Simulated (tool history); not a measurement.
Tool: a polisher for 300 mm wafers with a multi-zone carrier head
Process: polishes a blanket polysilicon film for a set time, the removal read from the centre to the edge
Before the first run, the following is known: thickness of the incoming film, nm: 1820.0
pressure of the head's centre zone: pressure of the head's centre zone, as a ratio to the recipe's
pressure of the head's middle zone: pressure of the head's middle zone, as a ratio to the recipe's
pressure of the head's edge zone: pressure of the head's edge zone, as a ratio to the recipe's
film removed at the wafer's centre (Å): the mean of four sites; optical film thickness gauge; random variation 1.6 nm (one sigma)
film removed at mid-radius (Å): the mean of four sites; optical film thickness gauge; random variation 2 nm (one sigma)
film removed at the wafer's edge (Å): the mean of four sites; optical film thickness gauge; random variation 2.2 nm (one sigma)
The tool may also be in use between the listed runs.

run	hour	flow of slurry (ml/min)	pressure of the head's centre zone	pressure of the head's middle zone	pressure of the head's edge zone	polishing time (s)	film removed at the wafer's centre (Å)	film removed at mid-radius (Å)	film removed at the wafer's edge (Å)
1	0.0	315	1.00	1.00	1.00	36	2121.7	2086.4	2155.9
2	6.9	315	1.00	0.97	0.97	32	1896.9	1765.7	1920.2
3	9.1	315	1.00	1.05	0.97	32	1867.6	1914.8	1886.7
4	16.6	315	1.01	1.02	0.94	30	1783.9	1745.1	1732.4
# hour 23.4: edge zone pressure recalibrated
5	23.4	280	1.01	1.02	0.94	30	1755.9	1722.8	1651.0
6	29.4	280	1.07	1.02	0.94	30	1882.3	1729.4	1703.5
7	30.8	270	1.03	0.98	0.93	29	1748.8	1642.3	1624.5

Run 8 comes next. What will it give?
8	38.4	265	0.99	0.88	0.96	26	?	?	?

film removed at the wafer's centre (Å): 1483.6
film removed at mid-radius (Å): 1323.9
film removed at the wafer's edge (Å): 1457.9
